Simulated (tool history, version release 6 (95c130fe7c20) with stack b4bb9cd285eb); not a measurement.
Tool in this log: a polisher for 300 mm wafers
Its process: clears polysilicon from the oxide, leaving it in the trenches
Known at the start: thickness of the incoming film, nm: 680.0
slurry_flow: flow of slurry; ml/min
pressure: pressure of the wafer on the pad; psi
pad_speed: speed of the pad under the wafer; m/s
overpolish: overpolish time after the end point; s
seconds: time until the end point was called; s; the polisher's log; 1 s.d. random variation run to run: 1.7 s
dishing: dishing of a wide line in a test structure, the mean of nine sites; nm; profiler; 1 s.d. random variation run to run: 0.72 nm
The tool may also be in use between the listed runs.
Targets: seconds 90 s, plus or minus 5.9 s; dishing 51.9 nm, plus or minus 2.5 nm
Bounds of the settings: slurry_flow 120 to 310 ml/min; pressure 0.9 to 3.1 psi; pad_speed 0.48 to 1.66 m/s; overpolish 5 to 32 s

| run | hour | slurry_flow | pressure | pad_speed | overpolish | seconds | dishing |
|---|---|---|---|---|---|---|---|
| 1 | 0 | 200 | 2 | 1.06 | 16 | 52.892 | 62.475 |
| 2 | 0.7 | 200 | 2 | 0.8 | 16 | 59.911 | 60.315 |
| 3 | 7.1 | 200 | 2 | 0.8 | 23 | 61.46 | 64.246 |
| 4 | 15.4 | 200 | 2 | 1.04 | 23 | 53.737 | 64.211 |
| 5 | 22.1 | 195 | 1.7 | 1.04 | 18 | 63.015 | 61.335 |
| 6 | 28.2 | 195 | 1.3 | 1.04 | 18 | 81.973 | 56.449 |
| 7 | 33.1 | 195 | 1.3 | 1.04 | 18 | 80.22 | 57.535 |
| 8 | 34.6 | 195 | 1.1 | 1.02 | 10 | 90.984 | 41.344 |
| 9 | 39.1 | 195 | 1.1 | 1.02 | 12 | 92.265 | 46.761 |

4 candidate next runs follow, results not yet known. Just one meets every target within its allowed miss. Identify it.
| A | 43.6 | 210 | 0.9 | 1.18 | 18 | ? | ? |
| B | 43.6 | 170 | 1.2 | 1.02 | 15 | ? | ? |
| C | 43.6 | 250 | 1.2 | 0.7 | 14 | ? | ? |
| D | 43.6 | 285 | 0.9 | 1.16 | 13 | ? | ? |

| move | seconds | dishing |
|---|---|---|
| A | 104.8 | 53.766 |
| B | 89.533 | 53.24 |
| C | 108.11 | 47.401 |
| D | 103.36 | 46.704 |
A: brings the last run's worst result on target, with another outside its allowed miss
B: meets every target
C: further off than the last run
D: further off than the last run
Move B is the one to make.

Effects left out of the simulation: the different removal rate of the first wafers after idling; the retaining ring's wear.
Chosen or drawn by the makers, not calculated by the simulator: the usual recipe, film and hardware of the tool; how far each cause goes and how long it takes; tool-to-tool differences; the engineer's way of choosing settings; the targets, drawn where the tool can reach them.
